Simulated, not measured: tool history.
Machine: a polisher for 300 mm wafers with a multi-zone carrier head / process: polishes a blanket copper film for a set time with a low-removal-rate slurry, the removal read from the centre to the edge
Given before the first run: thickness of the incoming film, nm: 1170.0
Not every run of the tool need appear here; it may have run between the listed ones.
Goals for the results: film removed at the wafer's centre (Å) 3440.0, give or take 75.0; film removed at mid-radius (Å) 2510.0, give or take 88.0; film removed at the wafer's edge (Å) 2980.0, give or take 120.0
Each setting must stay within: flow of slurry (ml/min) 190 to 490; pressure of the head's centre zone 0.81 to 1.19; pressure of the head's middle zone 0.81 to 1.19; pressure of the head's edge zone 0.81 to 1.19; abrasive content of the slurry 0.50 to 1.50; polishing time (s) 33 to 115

run	hour	flow of slurry (ml/min)	pressure of the head's centre zone	pressure of the head's middle zone	pressure of the head's edge zone	abrasive content of the slurry	polishing time (s)	film removed at the wafer's centre (Å)	film removed at mid-radius (Å)	film removed at the wafer's edge (Å)
1	0.0	315	1.00	1.00	1.00	1.00	73	2467.1	2337.0	2270.8
2	6.9	320	1.03	0.98	1.04	1.10	74	2599.6	2370.2	2420.7
3	14.7	320	1.03	0.98	0.98	1.10	74	2636.8	2378.5	2359.6
4	19.5	320	1.03	0.98	0.98	1.00	74	2566.6	2308.2	2264.9
5	28.2	330	1.06	0.96	1.01	1.10	75	2748.6	2360.8	2355.7
6	35.5	310	1.08	0.94	1.04	1.20	77	2894.1	2409.7	2538.5
7	39.0	310	1.10	0.93	1.07	1.25	78	2991.8	2446.6	2576.4
8	47.4	310	1.11	0.91	1.09	1.30	79	3105.7	2494.2	2712.0
9	50.7	325	1.12	0.90	1.11	1.35	79	3169.7	2491.3	2745.9
10	59.4	335	1.13	0.89	1.13	1.40	79	3243.1	2453.8	2838.1

Exercise: of the 5 proposed moves below, exactly one satisfies all targets within the stated allowed misses. Which move is it?
A	68.1	315	1.09	0.84	1.09	1.45	77	?	?	?
B	68.1	365	1.08	0.81	1.02	1.50	85	?	?	?
C	68.1	350	1.08	0.87	1.17	1.40	80	?	?	?
D	68.1	270	1.18	0.96	1.08	1.35	73	?	?	?
E	68.1	340	1.05	0.89	1.18	1.50	76	?	?	?

move	film removed at the wafer's centre (Å)	film removed at mid-radius (Å)	film removed at the wafer's edge (Å)
A	3060.3	2286.9	2673.5
B	3427.3	2504.6	2913.0
C	3163.4	2450.5	2875.3
D	3014.4	2341.0	2445.8
E	2967.3	2404.0	2780.7
A: lands further from the targets than the last run did
B: in spec on every target
C: lands further from the targets than the last run did
D: lands further from the targets than the last run did
E: lands further from the targets than the last run did
The move that meets every target is B.

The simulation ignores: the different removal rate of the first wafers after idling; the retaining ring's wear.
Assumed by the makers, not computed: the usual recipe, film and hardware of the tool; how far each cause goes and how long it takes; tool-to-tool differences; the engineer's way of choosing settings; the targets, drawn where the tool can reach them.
